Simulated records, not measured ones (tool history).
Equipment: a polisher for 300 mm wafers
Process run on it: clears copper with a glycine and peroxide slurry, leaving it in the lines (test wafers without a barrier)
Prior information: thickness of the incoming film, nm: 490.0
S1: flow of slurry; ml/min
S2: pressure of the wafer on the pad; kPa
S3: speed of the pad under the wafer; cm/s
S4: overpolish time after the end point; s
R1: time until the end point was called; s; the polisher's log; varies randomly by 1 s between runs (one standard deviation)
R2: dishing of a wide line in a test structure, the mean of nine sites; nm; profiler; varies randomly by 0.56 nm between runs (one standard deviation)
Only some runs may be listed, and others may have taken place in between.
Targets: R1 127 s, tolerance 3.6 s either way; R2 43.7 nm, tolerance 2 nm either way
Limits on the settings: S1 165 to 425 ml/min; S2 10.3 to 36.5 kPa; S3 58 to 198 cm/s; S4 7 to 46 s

run 1 hour=0 | S1=275 S2=23.4 S3=128 S4=24 | R1=72.237 R2=58.044
run 2 hour=5.3 | S1=275 S2=23.4 S3=128 S4=20 | R1=72.066 R2=54.887
run 3 hour=10.3 | S1=275 S2=20.7 S3=126 S4=19 | R1=78.864 R2=50.707
run 4 hour=13.4 | S1=275 S2=18.6 S3=122 S4=20 | R1=87.719 R2=48.665
run 5 hour=22 | S1=275 S2=18.6 S3=122 S4=16 | R1=89.3 R2=43.194
run 6 hour=24.9 | S1=275 S2=17.2 S3=120 S4=18 | R1=93.097 R2=45.346
run 7 hour=26.9 | S1=275 S2=15.9 S3=118 S4=19 | R1=99.427 R2=44.623
run 8 hour=30.9 | S1=265 S2=10.3 S3=112 S4=25 | R1=134.62 R2=43.774
run 9 hour=32.4 | S1=270 S2=10.3 S3=112 S4=25 | R1=135.26 R2=45.432
run 10 hour=41 | S1=270 S2=12.4 S3=112 S4=20 | R1=121.01 R2=40.945
run 11 hour=47.3 | S1=270 S2=12.4 S3=112 S4=21 | R1=121.03 R2=42.429
-- hour=55.1 slurry nozzle cleaned
run 12 hour=55.1 | S1=265 S2=12.4 S3=112 S4=21 | R1=116.74 R2=43.226
run 13 hour=62.7 | S1=275 S2=12.4 S3=112 S4=21 | R1=115.97 R2=42.417
run 14 hour=65.4 | S1=265 S2=12.4 S3=112 S4=21 | R1=117.38 R2=43.1
run 15 hour=72.8 | S1=270 S2=12.4 S3=112 S4=21 | R1=118.86 R2=43.976
run 16 hour=78.5 | S1=270 S2=11.7 S3=112 S4=22 | R1=119.74 R2=44.149
run 17 hour=79.4 | S1=265 S2=11.7 S3=112 S4=22 | R1=121.32 R2=43.653

4 candidate next runs follow, results not yet known. Just one meets every target within its allowed miss. Identify it.
run A hour=80.3 | S1=265 S2=12.4 S3=116 S4=19 | R1=? R2=?
run B hour=80.3 | S1=290 S2=11 S3=110 S4=23 | R1=? R2=?
run C hour=80.3 | S1=180 S2=15.9 S3=104 S4=18 | R1=? R2=?
run D hour=80.3 | S1=250 S2=12.4 S3=120 S4=20 | R1=? R2=?

move=A R1=114.49 R2=40.96
move=B R1=126.19 R2=43.518
move=C R1=114.15 R2=39.905
move=D R1=112.14 R2=42.66
A: further off than the last run
B: meets every target
C: further off than the last run
D: further off than the last run
B is the move that brings every result within its allowed miss.

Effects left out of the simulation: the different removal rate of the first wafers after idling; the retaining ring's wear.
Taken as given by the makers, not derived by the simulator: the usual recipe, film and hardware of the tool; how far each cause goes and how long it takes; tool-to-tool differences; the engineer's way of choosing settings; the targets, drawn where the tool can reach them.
